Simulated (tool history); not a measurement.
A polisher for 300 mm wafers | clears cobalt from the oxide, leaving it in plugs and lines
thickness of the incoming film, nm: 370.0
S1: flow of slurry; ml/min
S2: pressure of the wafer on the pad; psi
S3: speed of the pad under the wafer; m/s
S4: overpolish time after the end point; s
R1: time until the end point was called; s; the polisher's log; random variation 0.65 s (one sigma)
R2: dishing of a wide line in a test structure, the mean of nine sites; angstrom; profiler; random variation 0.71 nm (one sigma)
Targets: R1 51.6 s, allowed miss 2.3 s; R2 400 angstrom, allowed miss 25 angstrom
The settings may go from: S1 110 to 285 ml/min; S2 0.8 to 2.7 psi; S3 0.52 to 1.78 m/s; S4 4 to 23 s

run,hour,S1,S2,S3,S4,R1,R2
1,0,180,1.7,1.14,12,79.865,292.02
2,3.3,180,1.9,1.14,13,72.727,321.67
3,7.7,185,2.1,1.14,13,66.232,339.25
4,12.7,155,2.1,1.14,13,68.564,331.73
5,21,170,2.3,1.14,13,61.258,356.63
6,28.2,170,2,1.14,13,68.7,331.86
7,31.2,170,2,1.14,13,69.816,341.06
8,37,175,2.2,1.16,13,63.202,345.3
9,38.6,175,2.3,1.16,13,60.425,357.86
10,40.5,175,2.4,1.16,13,57.882,361.72
11,45.4,175,2.5,1.16,13,54.468,356.87

Which of these 4 next moves meets every target?
A,50.3,245,2.5,1.2,15,?,?
B,50.3,190,2.5,1.4,13,?,?
C,50.3,165,2.4,1.14,12,?,?
D,50.3,155,2.6,1.34,16,?,?

move,R1,R2
A,51.76,385.44
B,46.032,382.14
C,59.828,337.44
D,47.795,399.63
A: meets every target
B: brings the result that was furthest off to its target, and leaves another outside
C: further off than the last run
D: brings the result that was furthest off to its target, and leaves another outside
Move A is the one to make.
